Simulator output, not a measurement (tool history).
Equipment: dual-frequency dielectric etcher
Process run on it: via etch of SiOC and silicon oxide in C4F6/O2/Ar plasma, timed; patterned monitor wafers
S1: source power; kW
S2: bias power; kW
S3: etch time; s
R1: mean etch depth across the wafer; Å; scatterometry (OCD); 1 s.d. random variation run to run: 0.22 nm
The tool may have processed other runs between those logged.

run 1 hour=0.0 | S1=0.390 S2=0.161 S3=41.0 | R1=388.98
run 2 hour=4.2 | S1=0.380 S2=0.159 S3=41.0 | R1=383.08
run 3 hour=7.8 | S1=0.380 S2=0.172 S3=41.0 | R1=397.92
run 4 hour=8.9 | S1=0.360 S2=0.170 S3=41.0 | R1=387.63
run 5 hour=11.2 | S1=0.360 S2=0.170 S3=41.0 | R1=389.88
run 6 hour=18.1 | S1=0.360 S2=0.188 S3=41.0 | R1=403.83
run 7 hour=20.2 | S1=0.360 S2=0.188 S3=41.0 | R1=405.73

What will run 8 give?
run 8 hour=27.3 | S1=0.280 S2=0.156 S3=39.5 | R1=?

R1: 329.37 Å
